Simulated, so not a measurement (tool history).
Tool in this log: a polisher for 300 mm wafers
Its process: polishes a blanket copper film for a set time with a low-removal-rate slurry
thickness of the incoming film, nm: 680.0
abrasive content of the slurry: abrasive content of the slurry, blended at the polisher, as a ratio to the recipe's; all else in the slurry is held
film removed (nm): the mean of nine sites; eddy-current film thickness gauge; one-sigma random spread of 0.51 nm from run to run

run	hour	flow of slurry (ml/min)	pressure of the wafer on the pad (psi)	speed of the pad under the wafer (m/s)	abrasive content of the slurry	polishing time (s)	film removed (nm)
1	0.0	200	2.2	0.94	1.0	38	82.998
2	2.7	195	2.0	0.94	1.0	38	77.827
3	4.6	195	2.0	0.94	1.0	40	80.591
4	7.2	195	2.0	0.94	1.0	40	82.025
# hour 11.0: worn pad replaced by a new one
5	11.0	195	2.0	0.94	1.0	38	85.311
6	12.6	195	2.0	0.94	1.0	40	88.552
7	17.6	180	1.4	0.92	1.0	40	69.194

Expected results for the next run?
8	25.1	180	1.3	0.90	1.0	40	?

Run 8 measured film removed (nm) 64.899.
